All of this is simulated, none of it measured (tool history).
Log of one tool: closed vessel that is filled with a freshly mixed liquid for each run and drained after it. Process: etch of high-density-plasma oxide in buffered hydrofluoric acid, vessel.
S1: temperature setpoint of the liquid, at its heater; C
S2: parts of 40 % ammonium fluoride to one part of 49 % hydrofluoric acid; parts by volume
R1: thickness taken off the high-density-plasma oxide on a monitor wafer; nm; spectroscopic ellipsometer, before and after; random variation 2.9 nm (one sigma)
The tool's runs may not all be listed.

{"run": 1, "hour": 0.0, "S1": 23.0, "S2": 9.5, "time in the liquid (s)": 85, "R1": 204.55}
{"run": 2, "hour": 4.2, "S1": 20.5, "S2": 9.5, "time in the liquid (s)": 85, "R1": 178.46}
{"run": 3, "hour": 8.6, "S1": 18.0, "S2": 9.5, "time in the liquid (s)": 85, "R1": 156.0}
{"run": 4, "hour": 16.9, "S1": 18.0, "S2": 8.0, "time in the liquid (s)": 85, "R1": 181.77}
{"run": 5, "hour": 20.5, "S1": 18.0, "S2": 8.0, "time in the liquid (s)": 90, "R1": 190.94}
{"run": 6, "hour": 27.4, "S1": 19.5, "S2": 8.0, "time in the liquid (s)": 90, "R1": 209.75}

The next listed run, before its measurement:
{"run": 7, "hour": 31.6, "S1": 21.0, "S2": 8.0, "time in the liquid (s)": 90, "R1": "?"}

Run 7 gave R1 229.59 nm.
